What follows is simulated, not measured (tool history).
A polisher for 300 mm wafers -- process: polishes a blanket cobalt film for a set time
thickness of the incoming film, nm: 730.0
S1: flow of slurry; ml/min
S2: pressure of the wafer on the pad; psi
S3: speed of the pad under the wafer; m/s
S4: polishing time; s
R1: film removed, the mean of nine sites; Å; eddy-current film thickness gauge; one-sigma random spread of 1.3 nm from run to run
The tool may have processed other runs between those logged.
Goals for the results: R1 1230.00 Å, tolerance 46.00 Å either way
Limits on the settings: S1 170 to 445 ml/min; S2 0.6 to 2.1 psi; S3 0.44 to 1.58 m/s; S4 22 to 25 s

| run | day | S1 | S2 | S3 | S4 | R1 |
|---|---|---|---|---|---|---|
| 1 | 0.000 | 285 | 1.3 | 1.00 | 25 | 790.05 |
| 2 | 0.162 | 220 | 1.3 | 1.00 | 25 | 761.30 |
| 3 | 0.338 | 220 | 1.3 | 1.22 | 25 | 934.62 |
| 4 | 0.529 | 220 | 1.3 | 1.40 | 25 | 1065.60 |
| 5 | 0.738 | 225 | 1.4 | 1.40 | 25 | 1141.40 |
| 6 | 1.017 | 225 | 1.7 | 1.40 | 25 | 1364.20 |
| 7 | 1.221 | 225 | 1.7 | 1.40 | 25 | 1375.60 |
| 8 | 1.296 | 225 | 1.6 | 1.40 | 25 | 1292.00 |
|  | 1.396 | head pressure recalibrated |
| 9 | 1.396 | 225 | 1.5 | 1.40 | 25 | 1111.20 |

Of the 5 settings listed for the next run, only one would bring every result within its allowed miss of target. Which one?
| A | 1.496 | 220 | 1.6 | 1.58 | 25 | ? |
| B | 1.496 | 250 | 1.7 | 1.52 | 25 | ? |
| C | 1.496 | 235 | 1.6 | 1.52 | 25 | ? |
| D | 1.496 | 260 | 1.8 | 1.40 | 24 | ? |
| E | 1.496 | 235 | 1.6 | 1.50 | 24 | ? |

| move | R1 |
|---|---|
| A | 1338.40 |
| B | 1379.50 |
| C | 1295.30 |
| D | 1298.40 |
| E | 1227.90 |
A: pushes the last run's worst result past its target
B: pushes the last run's worst result past its target
C: pushes the last run's worst result past its target
D: pushes the last run's worst result past its target
E: all results land within tolerance of their targets
Move E is the one to make.
